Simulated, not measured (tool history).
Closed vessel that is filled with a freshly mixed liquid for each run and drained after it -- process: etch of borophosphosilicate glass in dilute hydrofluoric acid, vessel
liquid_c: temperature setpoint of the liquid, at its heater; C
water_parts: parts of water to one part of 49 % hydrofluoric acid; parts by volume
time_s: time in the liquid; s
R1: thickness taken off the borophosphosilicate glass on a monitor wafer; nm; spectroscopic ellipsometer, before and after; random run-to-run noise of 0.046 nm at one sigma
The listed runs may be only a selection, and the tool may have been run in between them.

{"run": 1, "day": 0.0, "liquid_c": 24, "water_parts": 155, "time_s": 30, "R1": 10.237}
{"run": 2, "day": 0.367, "liquid_c": 27.5, "water_parts": 155, "time_s": 30, "R1": 11.6}
{"run": 3, "day": 0.742, "liquid_c": 27.5, "water_parts": 155, "time_s": 30, "R1": 11.753}
{"run": 4, "day": 0.975, "liquid_c": 31, "water_parts": 155, "time_s": 30, "R1": 13.055}
{"run": 5, "day": 1.062, "liquid_c": 27, "water_parts": 165, "time_s": 30, "R1": 10.486}
{"run": 6, "day": 1.3, "liquid_c": 24, "water_parts": 170, "time_s": 30, "R1": 9.1217}
{"run": 7, "day": 1.35, "liquid_c": 22, "water_parts": 175, "time_s": 30, "R1": 8.2262}
{"run": 8, "day": 1.392, "liquid_c": 20.5, "water_parts": 180, "time_s": 30, "R1": 7.5508}

What does the tool deliver on the next run?
{"run": 9, "day": 1.729, "liquid_c": 19.5, "water_parts": 180, "time_s": 30, "R1": "?"}

For run 9 the tool returned R1 7.2168 nm.
